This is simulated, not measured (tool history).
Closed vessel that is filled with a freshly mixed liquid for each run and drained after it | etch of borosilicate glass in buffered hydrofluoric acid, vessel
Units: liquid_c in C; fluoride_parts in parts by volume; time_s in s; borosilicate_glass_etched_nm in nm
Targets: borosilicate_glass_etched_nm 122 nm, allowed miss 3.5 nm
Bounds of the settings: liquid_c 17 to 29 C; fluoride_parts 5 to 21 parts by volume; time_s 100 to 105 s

{"run": 1, "day": 0.0, "liquid_c": 21, "fluoride_parts": 13, "time_s": 100, "borosilicate_glass_etched_nm": 78.032}
{"run": 2, "day": 0.271, "liquid_c": 22.5, "fluoride_parts": 13, "time_s": 100, "borosilicate_glass_etched_nm": 85.329}
{"run": 3, "day": 0.454, "liquid_c": 24, "fluoride_parts": 13, "time_s": 100, "borosilicate_glass_etched_nm": 92.411}
{"run": 4, "day": 0.658, "liquid_c": 25, "fluoride_parts": 13, "time_s": 100, "borosilicate_glass_etched_nm": 98.089}
{"run": 5, "day": 0.975, "liquid_c": 26, "fluoride_parts": 13, "time_s": 100, "borosilicate_glass_etched_nm": 102.48}
{"run": 6, "day": 1.108, "liquid_c": 24.5, "fluoride_parts": 13, "time_s": 100, "borosilicate_glass_etched_nm": 94.691}
{"run": 7, "day": 1.204, "liquid_c": 25.5, "fluoride_parts": 13, "time_s": 100, "borosilicate_glass_etched_nm": 98.832}
{"run": 8, "day": 1.467, "liquid_c": 25.5, "fluoride_parts": 13, "time_s": 100, "borosilicate_glass_etched_nm": 99.729}
{"run": 9, "day": 1.692, "liquid_c": 26, "fluoride_parts": 13, "time_s": 100, "borosilicate_glass_etched_nm": 104.67}
{"run": 10, "day": 1.717, "liquid_c": 26.5, "fluoride_parts": 13, "time_s": 100, "borosilicate_glass_etched_nm": 105.8}
{"run": 11, "day": 1.917, "liquid_c": 27, "fluoride_parts": 13, "time_s": 100, "borosilicate_glass_etched_nm": 110.38}
{"run": 12, "day": 2.179, "liquid_c": 27.5, "fluoride_parts": 13, "time_s": 100, "borosilicate_glass_etched_nm": 112.59}
{"run": 13, "day": 2.271, "liquid_c": 27.5, "fluoride_parts": 13, "time_s": 100, "borosilicate_glass_etched_nm": 112.26}
{"run": 14, "day": 2.429, "liquid_c": 28, "fluoride_parts": 13, "time_s": 100, "borosilicate_glass_etched_nm": 112.64}

4 next moves are on the table. One of them brings every result within its allowed miss. Which?
{"run": "A", "day": 2.588, "liquid_c": 28.5, "fluoride_parts": 11.5, "time_s": 100, "borosilicate_glass_etched_nm": "?"}
{"run": "B", "day": 2.588, "liquid_c": 26.5, "fluoride_parts": 14.5, "time_s": 105, "borosilicate_glass_etched_nm": "?"}
{"run": "C", "day": 2.588, "liquid_c": 26, "fluoride_parts": 11, "time_s": 100, "borosilicate_glass_etched_nm": "?"}
{"run": "D", "day": 2.588, "liquid_c": 28, "fluoride_parts": 13.5, "time_s": 105, "borosilicate_glass_etched_nm": "?"}

move=A borosilicate_glass_etched_nm=134.59
move=B borosilicate_glass_etched_nm=101.22
move=C borosilicate_glass_etched_nm=123.31
move=D borosilicate_glass_etched_nm=117.54
A: takes the result that was furthest off past its target
B: further off than the last run
C: meets every target
D: nearer than the last run, and not there yet
The right move is C.
